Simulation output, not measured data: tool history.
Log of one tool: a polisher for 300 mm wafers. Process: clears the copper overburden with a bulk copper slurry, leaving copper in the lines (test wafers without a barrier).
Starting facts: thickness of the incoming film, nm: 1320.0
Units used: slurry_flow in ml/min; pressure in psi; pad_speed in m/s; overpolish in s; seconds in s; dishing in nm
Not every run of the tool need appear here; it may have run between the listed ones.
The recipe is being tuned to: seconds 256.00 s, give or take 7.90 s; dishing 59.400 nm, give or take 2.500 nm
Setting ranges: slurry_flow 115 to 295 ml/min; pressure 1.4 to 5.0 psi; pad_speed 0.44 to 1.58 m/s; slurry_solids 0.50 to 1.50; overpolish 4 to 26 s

run 1 day=0.000 | slurry_flow=190 pressure=3.2 pad_speed=1.00 slurry_solids=1.00 overpolish=13 | seconds=156.97 dishing=68.688
run 2 day=0.225 | slurry_flow=190 pressure=3.2 pad_speed=1.00 slurry_solids=1.00 overpolish=18 | seconds=158.10 dishing=87.604
run 3 day=0.429 | slurry_flow=185 pressure=2.7 pad_speed=1.00 slurry_solids=1.00 overpolish=18 | seconds=183.28 dishing=74.753
run 4 day=0.546 | slurry_flow=185 pressure=2.7 pad_speed=1.00 slurry_solids=0.85 overpolish=18 | seconds=191.42 dishing=71.685
run 5 day=0.629 | slurry_flow=185 pressure=3.3 pad_speed=1.00 slurry_solids=0.85 overpolish=18 | seconds=157.86 dishing=85.668
run 6 day=0.892 | slurry_flow=185 pressure=3.3 pad_speed=0.80 slurry_solids=0.85 overpolish=18 | seconds=195.31 dishing=73.176
run 7 day=1.142 | slurry_flow=185 pressure=3.3 pad_speed=0.80 slurry_solids=0.85 overpolish=18 | seconds=197.83 dishing=72.665
run 8 day=1.212 | slurry_flow=180 pressure=3.0 pad_speed=0.80 slurry_solids=0.85 overpolish=18 | seconds=217.88 dishing=67.589
run 9 day=1.358 | slurry_flow=175 pressure=2.9 pad_speed=0.80 slurry_solids=0.85 overpolish=18 | seconds=225.77 dishing=63.585
run 10 day=1.483 | slurry_flow=165 pressure=2.8 pad_speed=0.80 slurry_solids=0.85 overpolish=18 | seconds=234.88 dishing=62.755
run 11 day=1.517 | slurry_flow=160 pressure=2.7 pad_speed=0.80 slurry_solids=0.85 overpolish=18 | seconds=245.17 dishing=61.856
run 12 day=1.738 | slurry_flow=155 pressure=2.7 pad_speed=0.80 slurry_solids=0.85 overpolish=18 | seconds=246.28 dishing=59.847

Which of these 4 next moves meets every target?
run A day=1.958 | slurry_flow=165 pressure=2.6 pad_speed=0.86 slurry_solids=0.85 overpolish=18 | seconds=? dishing=?
run B day=1.958 | slurry_flow=175 pressure=2.1 pad_speed=0.88 slurry_solids=0.95 overpolish=23 | seconds=? dishing=?
run C day=1.958 | slurry_flow=190 pressure=2.0 pad_speed=1.00 slurry_solids=0.85 overpolish=19 | seconds=? dishing=?
run D day=1.958 | slurry_flow=160 pressure=2.9 pad_speed=0.72 slurry_solids=0.80 overpolish=21 | seconds=? dishing=?

move=A seconds=234.39 dishing=61.277
move=B seconds=271.42 dishing=64.225
move=C seconds=253.58 dishing=58.338
move=D seconds=255.20 dishing=65.349
A: moves away from the targets compared with the last run
B: moves the result that the last run missed by most past its target, out the other side
C: every result within its allowed miss
D: the furthest-off result lands on target, but another misses its tolerance
So the answer is move C, the one that meets all the targets.
